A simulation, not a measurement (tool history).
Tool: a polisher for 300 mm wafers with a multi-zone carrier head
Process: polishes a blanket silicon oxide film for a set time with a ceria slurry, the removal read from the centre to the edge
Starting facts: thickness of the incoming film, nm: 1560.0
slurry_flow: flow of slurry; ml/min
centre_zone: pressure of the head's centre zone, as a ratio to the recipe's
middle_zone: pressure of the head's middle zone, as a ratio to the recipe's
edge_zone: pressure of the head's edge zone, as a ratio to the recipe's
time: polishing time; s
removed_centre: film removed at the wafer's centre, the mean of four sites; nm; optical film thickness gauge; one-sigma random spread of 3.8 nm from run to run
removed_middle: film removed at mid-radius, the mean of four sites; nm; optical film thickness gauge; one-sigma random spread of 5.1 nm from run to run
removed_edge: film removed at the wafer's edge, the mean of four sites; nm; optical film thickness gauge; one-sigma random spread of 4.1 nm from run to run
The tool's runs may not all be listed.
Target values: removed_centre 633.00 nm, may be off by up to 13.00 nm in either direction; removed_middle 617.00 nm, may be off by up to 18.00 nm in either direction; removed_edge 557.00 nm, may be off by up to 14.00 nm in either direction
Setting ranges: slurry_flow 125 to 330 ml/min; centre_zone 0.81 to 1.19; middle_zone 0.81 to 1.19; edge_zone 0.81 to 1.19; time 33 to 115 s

run	hour	slurry_flow	centre_zone	middle_zone	edge_zone	time	removed_centre	removed_middle	removed_edge
1	0.0	210	1.00	1.00	1.00	73	448.41	447.07	456.98
2	5.5	180	1.00	1.00	1.00	73	435.99	440.14	448.14
3	9.2	180	1.00	1.08	1.00	73	438.12	474.65	448.15
4	13.9	200	1.03	1.10	1.02	75	467.77	498.21	465.81
5	17.4	200	1.08	1.10	1.02	75	487.23	502.79	469.62
6	26.4	200	1.08	1.02	1.02	75	486.66	465.22	468.81
7	34.1	220	1.10	1.05	1.03	77	521.26	490.65	492.35
8	35.9	230	1.11	1.08	1.03	78	529.96	520.02	499.56
9	38.2	245	1.13	1.09	1.03	79	551.18	536.29	514.79
10	40.0	255	1.14	1.10	1.02	80	565.25	544.74	510.02

Which of these 4 next moves meets every target?
A	41.8	275	1.06	0.83	1.13	87	?	?	?
B	41.8	185	1.13	0.88	1.19	84	?	?	?
C	41.8	260	1.19	1.07	0.92	91	?	?	?
D	41.8	220	1.18	1.14	1.01	88	?	?	?

move	removed_centre	removed_middle	removed_edge
A	587.39	473.64	597.68
B	563.30	453.77	566.29
C	675.03	608.51	569.07
D	632.86	607.92	561.75
A: the biggest miss grows against the last run
B: the biggest miss grows against the last run
C: takes the result that was furthest off past its target
D: every result within its allowed miss
Correct choice: D, which meets every target

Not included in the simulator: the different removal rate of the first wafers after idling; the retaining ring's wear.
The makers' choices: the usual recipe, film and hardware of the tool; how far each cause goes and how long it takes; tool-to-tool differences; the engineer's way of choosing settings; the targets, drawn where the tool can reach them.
